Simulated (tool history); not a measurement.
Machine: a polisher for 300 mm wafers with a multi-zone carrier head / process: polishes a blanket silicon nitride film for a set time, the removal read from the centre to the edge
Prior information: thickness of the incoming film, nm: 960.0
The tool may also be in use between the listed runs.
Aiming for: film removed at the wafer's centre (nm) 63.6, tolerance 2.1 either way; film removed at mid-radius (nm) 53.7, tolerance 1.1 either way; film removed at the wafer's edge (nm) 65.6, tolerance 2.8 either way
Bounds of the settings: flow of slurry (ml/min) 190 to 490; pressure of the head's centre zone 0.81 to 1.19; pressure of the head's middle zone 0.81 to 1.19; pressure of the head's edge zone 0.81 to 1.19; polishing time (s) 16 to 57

| run | hour | flow of slurry (ml/min) | pressure of the head's centre zone | pressure of the head's middle zone | pressure of the head's edge zone | polishing time (s) | film removed at the wafer's centre (nm) | film removed at mid-radius (nm) | film removed at the wafer's edge (nm) |
|---|---|---|---|---|---|---|---|---|---|
| 1 | 0 | 315 | 1 | 1 | 1 | 36 | 47.651 | 49.339 | 49.874 |
| 2 | 6.3 | 315 | 1 | 1 | 0.94 | 36 | 47.384 | 48.412 | 49.379 |
| 3 | 11.5 | 310 | 1.01 | 0.96 | 0.97 | 38 | 50.092 | 50.254 | 52.211 |
| 4 | 19.3 | 310 | 1.01 | 0.99 | 0.97 | 38 | 51.167 | 50.492 | 52.348 |
| 5 | 20.6 | 260 | 1.01 | 0.99 | 0.97 | 38 | 50.185 | 50.125 | 51.209 |
| 6 | 26.2 | 260 | 1.01 | 0.93 | 0.97 | 38 | 50.068 | 47.571 | 51.206 |
| 7 | 29.6 | 285 | 1.03 | 0.9 | 1.02 | 39 | 52.898 | 48.01 | 53.908 |
| 8 | 38 | 310 | 1.04 | 0.89 | 1.06 | 40 | 54.764 | 49.446 | 55.504 |
| 9 | 41.4 | 310 | 1.04 | 0.87 | 1.08 | 41 | 56.454 | 49.636 | 59.909 |
| 10 | 46.5 | 325 | 1.06 | 0.88 | 1.1 | 41 | 58.015 | 50.155 | 59.34 |
| 11 | 54.7 | 335 | 1.07 | 0.88 | 1.12 | 41 | 58.657 | 50.336 | 60.745 |
| 12 | 60.3 | 345 | 1.08 | 0.89 | 1.14 | 41 | 57.959 | 51.39 | 60.302 |

Pick the move, out of 5, that brings all results within their allowed miss; only one does.
| A | 65.9 | 335 | 1.16 | 0.91 | 0.99 | 42 | ? | ? | ? |
| B | 65.9 | 335 | 0.94 | 0.9 | 1.19 | 42 | ? | ? | ? |
| C | 65.9 | 330 | 1.04 | 0.83 | 1.13 | 43 | ? | ? | ? |
| D | 65.9 | 330 | 1.09 | 0.87 | 1.14 | 44 | ? | ? | ? |
| E | 65.9 | 365 | 1.17 | 1.02 | 0.96 | 39 | ? | ? | ? |

| move | film removed at the wafer's centre (nm) | film removed at mid-radius (nm) | film removed at the wafer's edge (nm) |
|---|---|---|---|
| A | 63.988 | 52.952 | 57.981 |
| B | 51.769 | 52.514 | 63.609 |
| C | 58.564 | 50.2 | 63.387 |
| D | 62.845 | 53.377 | 65.12 |
| E | 60.496 | 54.535 | 53.297 |
A: brings the result that was furthest off to its target, and leaves another outside
B: misses by more than the last run did
C: misses by more than the last run did
D: meets every target
E: misses by more than the last run did
D meets every target.
